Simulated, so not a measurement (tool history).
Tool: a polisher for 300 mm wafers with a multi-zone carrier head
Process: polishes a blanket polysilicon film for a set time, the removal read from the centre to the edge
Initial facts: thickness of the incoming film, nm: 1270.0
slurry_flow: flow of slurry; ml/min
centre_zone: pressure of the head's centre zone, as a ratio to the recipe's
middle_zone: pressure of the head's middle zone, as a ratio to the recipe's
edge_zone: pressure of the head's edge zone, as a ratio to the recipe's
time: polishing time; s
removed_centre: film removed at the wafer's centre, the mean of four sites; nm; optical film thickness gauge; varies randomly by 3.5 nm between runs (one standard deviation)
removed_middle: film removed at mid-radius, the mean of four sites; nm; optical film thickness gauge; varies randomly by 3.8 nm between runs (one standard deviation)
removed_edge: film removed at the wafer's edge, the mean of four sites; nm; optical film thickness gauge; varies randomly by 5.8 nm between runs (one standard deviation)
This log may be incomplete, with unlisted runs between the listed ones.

run,hour,slurry_flow,centre_zone,middle_zone,edge_zone,time,removed_centre,removed_middle,removed_edge
1,0,130,1,1,1,53,503.11,515.5,540.91
2,6.4,125,0.97,0.99,0.98,51,466.6,485.1,517.74
3,12,125,1.02,0.99,0.98,51,494.98,488.14,529.61
4,18.5,155,1.02,0.99,0.98,51,520.75,505.42,548.14
5,23.9,155,1.02,0.99,1.04,51,521.03,507.47,549.24
6,25.5,155,0.94,0.99,1.04,51,485.38,501.35,557.07

Run 7 has not been measured yet. What should we expect?
7,34.3,155,0.94,0.99,1.04,51,?,?,?

removed_centre: 476.01 nm
removed_middle: 503.41 nm
removed_edge: 543.73 nm
